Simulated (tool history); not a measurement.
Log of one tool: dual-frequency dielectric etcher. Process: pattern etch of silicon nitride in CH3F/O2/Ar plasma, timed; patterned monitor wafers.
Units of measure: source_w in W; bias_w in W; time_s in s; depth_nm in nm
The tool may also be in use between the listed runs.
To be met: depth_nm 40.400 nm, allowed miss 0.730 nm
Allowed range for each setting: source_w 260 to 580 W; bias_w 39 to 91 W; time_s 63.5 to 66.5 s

run  hour  source_w  bias_w  time_s  depth_nm
  1   0.0       420      65    63.5    44.336
  2   5.8       420      65    63.5    44.340
  3  13.0       400      64    63.5    42.965
  4  21.5       400      60    63.5    41.210
  5  25.4       400      66    63.5    43.223
  6  33.3       390      66    63.5    42.569
  7  37.6       380      66    63.5    42.223
  8  40.5       370      66    63.5    41.209

Below are 4 possible settings for the next run. Only one of them brings all results inside the allowed miss of their targets. Which is it?
  A  43.4       380      66    64.0         ?
  B  43.4       380      64    64.5         ?
  C  43.4       390      58    66.5         ?
  D  43.4       370      62    64.0         ?

move  depth_nm
   A    42.501
   B    42.128
   C    41.861
   D    40.368
A: the biggest miss grows against the last run
B: the biggest miss grows against the last run
C: the biggest miss grows against the last run
D: all results in spec
The right move is D.
